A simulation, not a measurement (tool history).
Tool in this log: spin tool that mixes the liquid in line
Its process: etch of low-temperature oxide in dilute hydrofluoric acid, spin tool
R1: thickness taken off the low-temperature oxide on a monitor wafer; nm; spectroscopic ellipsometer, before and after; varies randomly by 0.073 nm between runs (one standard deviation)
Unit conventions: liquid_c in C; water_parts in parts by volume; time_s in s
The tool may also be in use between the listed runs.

{"run": 1, "hour": 0.0, "liquid_c": 26.0, "water_parts": 270, "time_s": 315, "R1": 28.221}
{"run": 2, "hour": 7.5, "liquid_c": 26.0, "water_parts": 270, "time_s": 340, "R1": 30.15}
{"run": 3, "hour": 15.0, "liquid_c": 24.0, "water_parts": 270, "time_s": 340, "R1": 28.222}
{"run": 4, "hour": 22.3, "liquid_c": 24.0, "water_parts": 225, "time_s": 340, "R1": 35.496}
{"run": 5, "hour": 25.1, "liquid_c": 24.0, "water_parts": 130, "time_s": 340, "R1": 68.517}
{"run": 6, "hour": 26.7, "liquid_c": 25.5, "water_parts": 130, "time_s": 340, "R1": 72.223}
{"run": 7, "hour": 28.9, "liquid_c": 21.5, "water_parts": 240, "time_s": 340, "R1": 30.013}
{"run": 8, "hour": 35.6, "liquid_c": 20.5, "water_parts": 245, "time_s": 340, "R1": 28.27}

Expected results for the next run?
{"run": 9, "hour": 39.4, "liquid_c": 20.0, "water_parts": 250, "time_s": 340, "R1": "?"}

{"run 9": {"R1": 26.849}}

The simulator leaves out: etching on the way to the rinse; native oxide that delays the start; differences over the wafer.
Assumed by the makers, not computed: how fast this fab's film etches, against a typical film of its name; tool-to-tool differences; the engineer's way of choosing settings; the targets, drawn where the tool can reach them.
